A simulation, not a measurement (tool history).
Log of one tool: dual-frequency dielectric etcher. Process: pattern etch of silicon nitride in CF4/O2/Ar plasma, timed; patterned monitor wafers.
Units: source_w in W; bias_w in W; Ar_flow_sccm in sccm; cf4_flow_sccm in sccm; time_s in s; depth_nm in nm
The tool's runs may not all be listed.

run,hour,source_w,bias_w,Ar_flow_sccm,cf4_flow_sccm,time_s,depth_nm
1,0,470,39,115,105,98,160.28
2,8.9,470,39,95,105,98,164.1
3,10.8,470,39,95,105,98,163.06
4,15.9,470,42,95,105,98,166.99
5,18.3,480,42,95,105,98,169.89
6,26.7,490,42,95,105,98,170.92
7,34,500,42,95,105,98,171.56
8,38.9,510,42,95,105,98,172.85
9,39.9,520,42,95,105,98,176.36

Forecast run 10:
10,42.6,530,42,95,105,98,?

Run 10 gave depth_nm 177.21 nm.
